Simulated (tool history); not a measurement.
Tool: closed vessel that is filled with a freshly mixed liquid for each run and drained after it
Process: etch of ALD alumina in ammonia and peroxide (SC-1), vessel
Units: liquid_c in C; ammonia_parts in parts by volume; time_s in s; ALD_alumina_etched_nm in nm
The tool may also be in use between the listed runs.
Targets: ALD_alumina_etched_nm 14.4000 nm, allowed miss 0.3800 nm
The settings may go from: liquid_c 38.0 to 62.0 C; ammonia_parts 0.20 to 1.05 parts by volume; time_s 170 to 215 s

run,day,liquid_c,ammonia_parts,time_s,ALD_alumina_etched_nm
1,0.000,46.0,0.55,215,10.1950
2,0.312,46.0,0.55,170,8.0932
3,0.471,47.5,0.55,170,8.6884
4,0.629,47.5,0.40,170,8.4300
5,0.746,47.5,0.40,215,10.7580
6,1.117,48.5,0.40,215,11.2630
7,1.146,49.0,0.40,215,11.6040
8,1.225,49.5,0.40,215,11.9690
9,1.275,50.0,0.40,215,12.3430
10,1.629,50.5,0.40,215,12.7590
11,1.708,51.0,0.40,215,13.0150
12,2.050,51.5,0.40,215,13.3890
13,2.212,52.0,0.40,215,13.7510

Which of these 4 next moves meets every target?
A,2.375,53.0,0.40,195,?
B,2.375,53.5,0.40,195,?
C,2.375,51.5,0.40,205,?
D,2.375,53.5,0.35,210,?

move,ALD_alumina_etched_nm
A,13.1830
B,13.5420
C,12.7780
D,14.4000
A: further off than the last run
B: further off than the last run
C: further off than the last run
D: meets every target
Move D is the one to make.
